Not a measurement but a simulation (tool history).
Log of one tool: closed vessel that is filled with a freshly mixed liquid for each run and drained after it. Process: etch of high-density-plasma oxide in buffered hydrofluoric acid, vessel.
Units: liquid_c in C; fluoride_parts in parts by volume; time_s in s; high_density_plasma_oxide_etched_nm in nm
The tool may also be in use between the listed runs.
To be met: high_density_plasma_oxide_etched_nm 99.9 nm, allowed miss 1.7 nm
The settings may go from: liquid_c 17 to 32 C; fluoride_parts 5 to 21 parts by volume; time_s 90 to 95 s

| run | hour | liquid_c | fluoride_parts | time_s | high_density_plasma_oxide_etched_nm |
|---|---|---|---|---|---|
| 1 | 0 | 24 | 13 | 90 | 113.44 |
| 2 | 2.1 | 24 | 13 | 95 | 119.62 |
| 3 | 3.4 | 23.5 | 13 | 95 | 116.31 |
| 4 | 4.3 | 23.5 | 13 | 90 | 109.74 |
| 5 | 7.3 | 26.5 | 13 | 90 | 130.9 |
| 6 | 10 | 26 | 13 | 90 | 127.3 |
| 7 | 11.2 | 25.5 | 13 | 90 | 123.55 |
| 8 | 12.9 | 25 | 13 | 90 | 119.91 |
| 9 | 21.9 | 24.5 | 13 | 90 | 116.81 |
| 10 | 27.6 | 24 | 13 | 90 | 114.17 |
| 11 | 35.2 | 23.5 | 13 | 90 | 110.55 |
| 12 | 36.6 | 22.5 | 13 | 90 | 103.97 |

5 next moves are on the table. One of them brings every result within its allowed miss. Which?
| A | 38 | 23.5 | 14.5 | 90 | ? |
| B | 38 | 20 | 12 | 95 | ? |
| C | 38 | 23 | 13.5 | 90 | ? |
| D | 38 | 24 | 15 | 95 | ? |
| E | 38 | 24 | 14.5 | 95 | ? |

| move | high_density_plasma_oxide_etched_nm |
|---|---|
| A | 98.441 |
| B | 103.04 |
| C | 102.73 |
| D | 103.29 |
| E | 106.79 |
A: meets every target
B: nearer than the last run, and not there yet
C: nearer than the last run, and not there yet
D: nearer than the last run, and not there yet
E: further off than the last run
The right move is A.
